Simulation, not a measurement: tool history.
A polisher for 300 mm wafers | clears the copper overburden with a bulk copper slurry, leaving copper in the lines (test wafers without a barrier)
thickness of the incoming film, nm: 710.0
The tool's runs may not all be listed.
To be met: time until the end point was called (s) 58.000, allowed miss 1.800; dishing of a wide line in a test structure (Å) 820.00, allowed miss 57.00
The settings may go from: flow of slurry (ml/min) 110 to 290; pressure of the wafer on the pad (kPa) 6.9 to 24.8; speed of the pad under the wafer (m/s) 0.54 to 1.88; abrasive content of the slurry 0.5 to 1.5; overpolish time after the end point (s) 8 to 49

run  hour  flow of slurry (ml/min)  pressure of the wafer on the pad (kPa)  speed of the pad under the wafer (m/s)  abrasive content of the slurry  overpolish time after the end point (s)  time until the end point was called (s)  dishing of a wide line in a test structure (Å)
  1   0.0                      185                                    15.9                                    1.20                             1.0                                       25                                   72.321                                         1191.20
  2   5.4                      215                                    15.9                                    1.20                             1.0                                       25                                   71.064                                         1197.20
  3  12.2                      235                                    15.2                                    1.30                             1.0                                       20                                   66.114                                         1068.50
  4  16.8                      250                                    15.2                                    1.34                             1.0                                       17                                   63.460                                         1051.80
  5  24.9                      260                                    14.5                                    1.42                             1.0                                       15                                   62.386                                          961.51
  6  30.3                      260                                    17.2                                    1.42                             1.0                                       15                                   54.236                                         1111.90
  7  34.4                      265                                    15.9                                    1.48                             1.0                                       13                                   54.818                                          952.78
  8  42.0                      260                                    15.9                                    1.48                             1.0                                       12                                   55.254                                          898.99
  9  43.3                      255                                    15.9                                    1.48                             1.0                                       12                                   55.780                                          891.11
 10  48.2                      240                                    15.2                                    1.48                             1.0                                        8                                   59.764                                          662.71

Which of these 4 next moves meets every target?
  A  53.1                      225                                    13.8                                    1.56                             1.2                                        8                                        ?                                               ?
  B  53.1                      205                                    15.9                                    1.48                             0.9                                       11                                        ?                                               ?
  C  53.1                      260                                    15.9                                    1.34                             1.0                                        9                                        ?                                               ?
  D  53.1                      235                                    16.5                                    1.34                             1.0                                       14                                        ?                                               ?

move  time until the end point was called (s)  dishing of a wide line in a test structure (Å)
   A                                   60.014                                          679.24
   B                                   59.286                                          872.38
   C                                   61.427                                          740.67
   D                                   59.926                                         1015.70
A: nearer than the last run, and not there yet
B: meets every target
C: nearer than the last run, and not there yet
D: takes the result that was furthest off past its target
The right move is B.
